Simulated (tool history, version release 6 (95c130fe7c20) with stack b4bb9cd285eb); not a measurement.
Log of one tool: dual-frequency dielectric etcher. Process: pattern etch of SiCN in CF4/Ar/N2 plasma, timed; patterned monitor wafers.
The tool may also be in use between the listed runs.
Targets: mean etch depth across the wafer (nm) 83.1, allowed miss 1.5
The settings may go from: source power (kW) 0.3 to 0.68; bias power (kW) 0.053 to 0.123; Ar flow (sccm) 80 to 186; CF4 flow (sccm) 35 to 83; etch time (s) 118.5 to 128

run  hour  source power (kW)  bias power (kW)  Ar flow (sccm)  CF4 flow (sccm)  etch time (s)  mean etch depth across the wafer (nm)
  1     0               0.49            0.088             133               59            128                                 108.77
  2   5.5               0.49            0.088             133               59          118.5                                 100.01
  3   8.6               0.47            0.088             133               59          118.5                                 95.231
  4  14.1               0.43            0.088             133               59          118.5                                 87.855
  5  18.5               0.43            0.088             133               59            128                                  94.42
  6  24.3               0.43            0.088             133               59            128                                 94.991
  7  28.1               0.42            0.088             133               59            128                                 92.394
  8  33.7               0.42            0.088             133               59            128                                  91.62
     34.8  -- source power generator calibrated
  9  34.8               0.41            0.088             133               59            128                                 93.322
 10  35.4                0.4            0.088             133               59            128                                 91.563
 11  43.7               0.39            0.088             133               59            128                                 88.646
 12  50.9               0.38            0.088             133               59            128                                 86.112

Which of these 4 next moves meets every target?
  A  58.1               0.41            0.092             164               59            126                                      ?
  B  58.1               0.38            0.087             127               57          118.5                                      ?
  C  58.1               0.37            0.084             130               58          121.5                                      ?
  D  58.1               0.42            0.069             140               64          119.5                                      ?

move  mean etch depth across the wafer (nm)
   A                                 90.795
   B                                 80.147
   C                                 78.782
   D                                 83.229
A: further off than the last run
B: takes the result that was furthest off past its target
C: takes the result that was furthest off past its target
D: meets every target
Answer: D

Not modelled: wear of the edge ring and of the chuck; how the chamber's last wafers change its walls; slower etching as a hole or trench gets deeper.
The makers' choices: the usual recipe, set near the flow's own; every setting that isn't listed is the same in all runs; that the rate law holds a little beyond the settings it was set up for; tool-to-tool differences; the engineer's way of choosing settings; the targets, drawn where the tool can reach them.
